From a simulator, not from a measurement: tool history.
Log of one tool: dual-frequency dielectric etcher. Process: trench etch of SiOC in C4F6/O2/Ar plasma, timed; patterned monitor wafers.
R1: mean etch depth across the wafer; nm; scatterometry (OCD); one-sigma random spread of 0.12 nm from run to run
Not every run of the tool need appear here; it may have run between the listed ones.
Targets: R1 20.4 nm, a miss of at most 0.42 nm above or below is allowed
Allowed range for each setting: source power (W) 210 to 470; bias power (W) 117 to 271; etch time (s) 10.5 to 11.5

run 1 hour=0 | source_power_(W)=340 bias_power_(W)=194 etch_time_(s)=11.5 | R1=23.987
run 2 hour=8 | source_power_(W)=320 bias_power_(W)=191 etch_time_(s)=11.5 | R1=23.216
run 3 hour=12.9 | source_power_(W)=320 bias_power_(W)=174 etch_time_(s)=11.5 | R1=22.935
run 4 hour=14.8 | source_power_(W)=280 bias_power_(W)=174 etch_time_(s)=11.5 | R1=21.476
run 5 hour=19 | source_power_(W)=330 bias_power_(W)=174 etch_time_(s)=11.5 | R1=23.108
run 6 hour=22 | source_power_(W)=380 bias_power_(W)=174 etch_time_(s)=11.5 | R1=24.118
run 7 hour=25.1 | source_power_(W)=360 bias_power_(W)=170 etch_time_(s)=11.5 | R1=23.499
-- hour=26.3 wet clean of the chamber
run 8 hour=26.3 | source_power_(W)=360 bias_power_(W)=170 etch_time_(s)=11.5 | R1=22.998
run 9 hour=32.5 | source_power_(W)=350 bias_power_(W)=167 etch_time_(s)=11.5 | R1=22.809

Exercise: of the 4 proposed moves below, exactly one satisfies all targets within the stated allowed misses. Which move is it?
run A hour=38.7 | source_power_(W)=370 bias_power_(W)=150 etch_time_(s)=10.5 | R1=?
run B hour=38.7 | source_power_(W)=320 bias_power_(W)=160 etch_time_(s)=10.5 | R1=?
run C hour=38.7 | source_power_(W)=390 bias_power_(W)=178 etch_time_(s)=11.5 | R1=?
run D hour=38.7 | source_power_(W)=300 bias_power_(W)=157 etch_time_(s)=10.5 | R1=?

move=A R1=20.648
move=B R1=19.891
move=C R1=23.979
move=D R1=19.357
A: all results in spec
B: the result that was furthest off in the last run now lies on the other side of its target
C: its largest miss is bigger than the last run's
D: the result that was furthest off in the last run now lies on the other side of its target
Answer: A

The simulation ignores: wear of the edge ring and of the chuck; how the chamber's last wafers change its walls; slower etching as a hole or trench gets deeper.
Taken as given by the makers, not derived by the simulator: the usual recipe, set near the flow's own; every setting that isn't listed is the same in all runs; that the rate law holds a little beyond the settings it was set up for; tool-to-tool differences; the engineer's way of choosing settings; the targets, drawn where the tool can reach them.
